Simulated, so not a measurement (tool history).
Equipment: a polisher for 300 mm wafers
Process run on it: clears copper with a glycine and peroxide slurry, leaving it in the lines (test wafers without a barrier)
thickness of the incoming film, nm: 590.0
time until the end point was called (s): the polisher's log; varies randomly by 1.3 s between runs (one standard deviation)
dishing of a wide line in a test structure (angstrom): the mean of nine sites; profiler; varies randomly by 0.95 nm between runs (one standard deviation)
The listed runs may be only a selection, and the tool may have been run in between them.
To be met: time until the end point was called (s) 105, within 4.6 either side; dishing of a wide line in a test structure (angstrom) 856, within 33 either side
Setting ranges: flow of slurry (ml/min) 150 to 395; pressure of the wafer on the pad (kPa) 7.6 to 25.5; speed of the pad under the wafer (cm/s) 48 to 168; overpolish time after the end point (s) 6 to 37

run	hour	flow of slurry (ml/min)	pressure of the wafer on the pad (kPa)	speed of the pad under the wafer (cm/s)	overpolish time after the end point (s)	time until the end point was called (s)	dishing of a wide line in a test structure (angstrom)
1	0	250	16.5	108	19	132	521.6
2	8.4	250	16.5	108	25	130.87	609.91
3	14.7	220	16.5	108	25	133.96	625.56
4	21.9	220	16.5	108	21	135.42	534.97
5	24.5	220	16.5	98	21	143.63	529.84
6	27.2	250	16.5	98	21	141.77	525.55
7	33.8	245	17.9	98	22	132.66	564.94
8	40.1	240	18.6	98	24	131.95	608.07

4 candidate next runs follow, results not yet known. Just one meets every target within its allowed miss. Identify it.
A	46.4	230	25.5	110	31	?	?
B	46.4	235	20	122	36	?	?
C	46.4	205	22.1	124	33	?	?
D	46.4	290	21.4	112	31	?	?

move	time until the end point was called (s)	dishing of a wide line in a test structure (angstrom)
A	93.217	929.81
B	102.62	925.61
C	95.174	930.94
D	103.02	858.91
A: the result that was furthest off in the last run now lies on the other side of its target
B: the result that was furthest off in the last run now lies on the other side of its target
C: the result that was furthest off in the last run now lies on the other side of its target
D: in spec on every target
The move that meets every target is D.
